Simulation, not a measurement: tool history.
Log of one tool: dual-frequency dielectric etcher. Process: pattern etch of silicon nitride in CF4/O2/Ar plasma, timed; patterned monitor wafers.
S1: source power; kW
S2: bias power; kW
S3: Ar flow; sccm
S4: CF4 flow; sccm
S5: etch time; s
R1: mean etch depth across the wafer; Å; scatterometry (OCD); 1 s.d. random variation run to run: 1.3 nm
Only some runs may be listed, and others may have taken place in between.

Run 1, day 0: S1 0.4 kW, S2 0.054 kW, S3 119 sccm, S4 77 sccm, S5 146.5 s. Result: R1 2510.4 Å.
Run 2, day 0.2: S1 0.37 kW, S2 0.054 kW, S3 119 sccm, S4 77 sccm, S5 146.5 s. Result: R1 2371 Å.
Run 3, day 0.342: S1 0.37 kW, S2 0.054 kW, S3 107 sccm, S4 77 sccm, S5 146.5 s. Result: R1 2390.1 Å.
Run 4, day 0.533: S1 0.39 kW, S2 0.054 kW, S3 107 sccm, S4 77 sccm, S5 146.5 s. Result: R1 2502.7 Å.
Run 5, day 0.833: S1 0.41 kW, S2 0.054 kW, S3 107 sccm, S4 77 sccm, S5 146.5 s. Result: R1 2602.2 Å.
Run 6, day 1.054: S1 0.41 kW, S2 0.054 kW, S3 89 sccm, S4 77 sccm, S5 146.5 s. Result: R1 2643.8 Å.
Run 7, day 1.175: S1 0.43 kW, S2 0.054 kW, S3 89 sccm, S4 77 sccm, S5 146.5 s. Result: R1 2746.8 Å.

The next listed run, before its measurement:
At day 1.546: CF4 flow controller replaced.
Run 8, day 1.546: S1 0.44 kW, S2 0.054 kW, S3 89 sccm, S4 77 sccm, S5 146.5 s. Result: R1 ?.

{"run 8": {"R1": 2864.3}}

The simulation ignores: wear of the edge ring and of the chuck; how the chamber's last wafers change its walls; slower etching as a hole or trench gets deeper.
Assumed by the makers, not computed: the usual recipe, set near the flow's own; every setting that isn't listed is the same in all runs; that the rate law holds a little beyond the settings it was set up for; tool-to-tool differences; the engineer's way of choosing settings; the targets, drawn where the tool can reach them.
